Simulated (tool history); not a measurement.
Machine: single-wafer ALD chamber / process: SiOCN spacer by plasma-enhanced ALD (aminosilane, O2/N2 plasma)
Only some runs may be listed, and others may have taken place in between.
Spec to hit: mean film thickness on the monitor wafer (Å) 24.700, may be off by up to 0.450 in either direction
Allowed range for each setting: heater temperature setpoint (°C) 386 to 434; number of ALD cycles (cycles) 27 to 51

run  hour  heater temperature setpoint (°C)  number of ALD cycles (cycles)  mean film thickness on the monitor wafer (Å)
  1   0.0                               410                             39                                        21.892
  2   6.7                               408                             40                                        22.650
  3   9.3                               406                             40                                        22.944
  4  12.8                               406                             36                                        20.535
  5  15.9                               403                             37                                        21.391
  6  23.1                               401                             38                                        22.089
  7  23.9                               399                             39                                        22.886
  8  29.9                               389                             41                                        24.213

Pick the move, out of 5, that brings all results within their allowed miss; only one does.
  A  35.9                               402                             45                                             ?
  B  35.9                               394                             40                                             ?
  C  35.9                               386                             42                                             ?
  D  35.9                               392                             44                                             ?
  E  35.9                               386                             44                                             ?

move  mean film thickness on the monitor wafer (Å)
   A                                        25.885
   B                                        23.385
   C                                        24.554
   D                                        25.723
   E                                        25.723
A: moves the result that the last run missed by most past its target, out the other side
B: further off than the last run
C: hits every target within its allowed miss
D: moves the result that the last run missed by most past its target, out the other side
E: moves the result that the last run missed by most past its target, out the other side
C is the move that brings every result within its allowed miss.

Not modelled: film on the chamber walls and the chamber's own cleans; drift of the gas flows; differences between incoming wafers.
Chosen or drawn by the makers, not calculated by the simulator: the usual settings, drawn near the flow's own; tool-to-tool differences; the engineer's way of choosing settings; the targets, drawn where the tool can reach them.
